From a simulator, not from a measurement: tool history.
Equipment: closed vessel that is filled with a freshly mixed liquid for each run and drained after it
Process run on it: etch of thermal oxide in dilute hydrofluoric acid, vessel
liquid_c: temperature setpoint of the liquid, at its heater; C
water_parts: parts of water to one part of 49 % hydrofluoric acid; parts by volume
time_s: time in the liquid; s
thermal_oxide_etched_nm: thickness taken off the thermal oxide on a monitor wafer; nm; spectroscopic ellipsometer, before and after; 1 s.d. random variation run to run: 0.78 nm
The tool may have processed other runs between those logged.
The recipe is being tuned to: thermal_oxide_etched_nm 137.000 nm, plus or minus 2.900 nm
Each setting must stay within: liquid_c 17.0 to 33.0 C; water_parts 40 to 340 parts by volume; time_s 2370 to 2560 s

run  hour  liquid_c  water_parts  time_s  thermal_oxide_etched_nm
  1   0.0      25.0          190    2370                   57.925
  2   7.1      25.0          245    2370                   42.524
  3  15.7      26.5          215    2370                   52.355
  4  18.1      26.5          265    2370                   40.150
  5  24.3      26.5          240    2370                   45.870
  6  34.0      27.5          210    2370                   56.234
  7  40.8      31.5          135    2380                  110.680
  8  43.4      32.0          130    2380                  117.120
  9  47.0      32.0          125    2380                  123.920
 10  49.8      32.5          120    2380                  132.210

4 candidate next runs follow, results not yet known. Just one meets every target within its allowed miss. Identify it.
  A  52.6      31.5          120    2480                        ?
  B  52.6      29.5          110    2420                        ?
  C  52.6      33.0          125    2560                        ?
  D  52.6      31.0          120    2455                        ?

move  thermal_oxide_etched_nm
   A                  133.070
   B                  133.440
   C                  138.180
   D                  129.350
A: an improvement on the last run, though not all results are within tolerance
B: an improvement on the last run, though not all results are within tolerance
C: all results in spec
D: the biggest miss grows against the last run
Answer: C

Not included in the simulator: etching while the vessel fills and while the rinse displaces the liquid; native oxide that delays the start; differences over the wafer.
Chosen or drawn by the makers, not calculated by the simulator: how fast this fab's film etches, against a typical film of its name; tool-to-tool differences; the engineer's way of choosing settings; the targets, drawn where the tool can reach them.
